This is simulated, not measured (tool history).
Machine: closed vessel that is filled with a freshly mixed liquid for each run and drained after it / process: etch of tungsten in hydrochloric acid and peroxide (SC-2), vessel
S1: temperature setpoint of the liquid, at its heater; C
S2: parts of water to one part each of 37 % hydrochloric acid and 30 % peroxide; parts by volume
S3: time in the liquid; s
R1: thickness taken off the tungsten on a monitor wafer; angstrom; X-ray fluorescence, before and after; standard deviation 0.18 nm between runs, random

Run 1, day 0: S1 64 C, S2 11.5 parts by volume, S3 35 s. Result: R1 186.77 angstrom.
Run 2, day 0.208: S1 64 C, S2 15 parts by volume, S3 35 s. Result: R1 148.48 angstrom.
Run 3, day 0.317: S1 64 C, S2 18.5 parts by volume, S3 35 s. Result: R1 123.85 angstrom.
Run 4, day 0.546: S1 60 C, S2 18.5 parts by volume, S3 35 s. Result: R1 95.185 angstrom.
Run 5, day 0.779: S1 63 C, S2 18 parts by volume, S3 35 s. Result: R1 118.52 angstrom.
Run 6, day 1.058: S1 63 C, S2 19.5 parts by volume, S3 35 s. Result: R1 108.97 angstrom.
Run 7, day 1.208: S1 71 C, S2 16.5 parts by volume, S3 35 s. Result: R1 207.25 angstrom.

Run 8, settings as shown, results not yet in. Your forecast:
Run 8, day 1.304: S1 71.5 C, S2 16.5 parts by volume, S3 35 s. Result: R1 ?.

Run 8 measured R1 212 angstrom.

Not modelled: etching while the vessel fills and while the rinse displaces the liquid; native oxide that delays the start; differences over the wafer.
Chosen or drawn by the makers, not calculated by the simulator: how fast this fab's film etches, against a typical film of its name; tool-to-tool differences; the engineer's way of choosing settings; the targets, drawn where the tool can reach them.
